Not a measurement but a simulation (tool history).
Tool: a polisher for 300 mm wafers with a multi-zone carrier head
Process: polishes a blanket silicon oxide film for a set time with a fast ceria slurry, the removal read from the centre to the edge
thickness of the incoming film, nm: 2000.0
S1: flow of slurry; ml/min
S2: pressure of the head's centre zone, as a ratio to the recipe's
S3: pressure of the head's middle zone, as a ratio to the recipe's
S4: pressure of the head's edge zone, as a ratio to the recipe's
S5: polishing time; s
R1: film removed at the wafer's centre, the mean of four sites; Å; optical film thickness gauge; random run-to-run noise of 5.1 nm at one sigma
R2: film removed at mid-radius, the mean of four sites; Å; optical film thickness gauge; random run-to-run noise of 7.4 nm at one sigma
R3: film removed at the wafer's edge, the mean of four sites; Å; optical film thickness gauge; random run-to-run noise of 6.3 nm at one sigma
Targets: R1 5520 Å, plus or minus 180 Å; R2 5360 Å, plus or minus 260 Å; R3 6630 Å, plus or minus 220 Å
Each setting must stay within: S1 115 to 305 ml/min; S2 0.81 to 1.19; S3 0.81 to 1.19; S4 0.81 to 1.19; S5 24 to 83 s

run 1 hour=0 | S1=195 S2=1 S3=1 S4=1 S5=53 | R1=5030.8 R2=4927.9 R3=4874.3
run 2 hour=5.9 | S1=195 S2=1 S3=0.95 S4=1 S5=53 | R1=5133 R2=4476.1 R3=4847.9
run 3 hour=12.7 | S1=195 S2=0.98 S3=0.95 S4=1.03 S5=55 | R1=5157 R2=4798.9 R3=4977.2
run 4 hour=17.6 | S1=180 S2=0.95 S3=0.93 S4=1.05 S5=58 | R1=5347.5 R2=4995.9 R3=5292.8
run 5 hour=22.2 | S1=180 S2=0.95 S3=0.93 S4=1.01 S5=58 | R1=5296.7 R2=4873.8 R3=5186.9
run 6 hour=29.7 | S1=180 S2=0.95 S3=0.86 S4=1.01 S5=58 | R1=5302 R2=4606.9 R3=5280.9
run 7 hour=30.7 | S1=180 S2=0.93 S3=0.85 S4=1.04 S5=60 | R1=5206.3 R2=4851.9 R3=5448.3
run 8 hour=35 | S1=170 S2=0.92 S3=0.84 S4=1.07 S5=62 | R1=5365.8 R2=4690.9 R3=5743.1
run 9 hour=38.3 | S1=180 S2=0.91 S3=0.84 S4=1.09 S5=63 | R1=5495.2 R2=4841.7 R3=6028.7
run 10 hour=39 | S1=190 S2=0.9 S3=0.85 S4=1.1 S5=63 | R1=5402 R2=5013.9 R3=5907.4
run 11 hour=42.5 | S1=190 S2=0.9 S3=0.85 S4=1.1 S5=63 | R1=5464.3 R2=4902.8 R3=5980.1
run 12 hour=46.1 | S1=190 S2=0.89 S3=0.86 S4=1.11 S5=64 | R1=5465.1 R2=5125.7 R3=6135.8
run 13 hour=50 | S1=195 S2=0.89 S3=0.86 S4=1.12 S5=64 | R1=5441.3 R2=5087.8 R3=6215.8

Consider the 5 candidate settings below. Which is the only one whose results all fall within their allowed miss of target?
run A hour=53.9 | S1=170 S2=0.91 S3=0.86 S4=1.02 S5=65 | R1=? R2=? R3=?
run B hour=53.9 | S1=250 S2=0.94 S3=0.95 S4=1.1 S5=61 | R1=? R2=? R3=?
run C hour=53.9 | S1=155 S2=0.93 S3=0.93 S4=1.07 S5=67 | R1=? R2=? R3=?
run D hour=53.9 | S1=180 S2=0.94 S3=0.87 S4=1.09 S5=61 | R1=? R2=? R3=?
run E hour=53.9 | S1=190 S2=0.85 S3=0.85 S4=1.17 S5=68 | R1=? R2=? R3=?

move=A R1=5633.1 R2=5106.3 R3=5841.6
move=B R1=5744.8 R2=5442.2 R3=5862.4
move=C R1=5855.6 R2=5546.3 R3=6095
move=D R1=5506.5 R2=4872.2 R3=5683
move=E R1=5590.3 R2=5366.3 R3=6588.4
A: further off than the last run
B: further off than the last run
C: further off than the last run
D: further off than the last run
E: every result lands within tolerance
Answer: E
